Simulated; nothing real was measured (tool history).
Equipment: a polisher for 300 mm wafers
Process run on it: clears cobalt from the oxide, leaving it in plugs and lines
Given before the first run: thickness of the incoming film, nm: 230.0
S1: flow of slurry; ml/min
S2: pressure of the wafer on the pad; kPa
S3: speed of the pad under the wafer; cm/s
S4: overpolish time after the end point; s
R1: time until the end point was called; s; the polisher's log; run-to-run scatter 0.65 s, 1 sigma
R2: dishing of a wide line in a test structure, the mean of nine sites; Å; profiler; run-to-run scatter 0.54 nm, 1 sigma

run,day,S1,S2,S3,S4,R1,R2
1,0.000,280,9.7,90,25,63.662,507.78
2,0.033,275,10.3,90,20,57.063,463.60
3,0.154,275,10.3,90,11,57.444,316.46
4,0.350,275,10.3,100,11,53.672,335.50
5,0.704,280,11.0,100,10,49.571,317.85
6,0.829,280,11.7,100,10,48.331,339.20
7,1.058,300,11.7,106,9,44.194,324.84
8,1.288,300,12.4,106,9,43.401,341.59

Run 9, settings as shown, results not yet in. Your forecast:
9,1.308,310,12.4,110,9,?,?

Run 9 yielded R1 41.631 s, R2 346.22 Å.
